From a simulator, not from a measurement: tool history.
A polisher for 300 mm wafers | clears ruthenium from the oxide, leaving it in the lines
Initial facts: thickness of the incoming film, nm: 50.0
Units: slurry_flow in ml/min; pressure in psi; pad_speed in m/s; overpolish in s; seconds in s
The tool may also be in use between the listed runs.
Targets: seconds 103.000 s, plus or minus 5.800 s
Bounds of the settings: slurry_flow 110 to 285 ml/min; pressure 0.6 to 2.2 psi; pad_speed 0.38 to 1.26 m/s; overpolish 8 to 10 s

run,hour,slurry_flow,pressure,pad_speed,overpolish,seconds
1,0.0,180,1.4,0.82,10,65.734
2,2.7,180,1.4,0.82,10,66.271
3,7.2,180,1.4,0.82,10,65.896
4,9.0,180,1.4,0.82,8,63.673
5,17.3,155,1.4,0.82,8,67.804
6,25.2,155,1.3,0.82,8,73.026
7,31.5,155,1.3,0.82,8,71.230
8,39.1,155,1.2,0.82,8,73.532
9,42.8,155,1.1,0.80,8,81.246
10,48.0,155,1.0,0.80,8,88.076
11,56.5,155,0.9,0.80,8,92.659

4 candidate next runs follow, results not yet known. Just one meets every target within its allowed miss. Identify it.
A,65.0,155,1.0,0.84,8,?
B,65.0,155,0.9,0.72,8,?
C,65.0,125,1.0,0.92,8,?
D,65.0,155,0.9,0.82,10,?

move,seconds
A,83.525
B,103.220
C,79.819
D,91.441
A: misses by more than the last run did
B: all results land within tolerance of their targets
C: misses by more than the last run did
D: misses by more than the last run did
So the answer is move B, the one that meets all the targets.
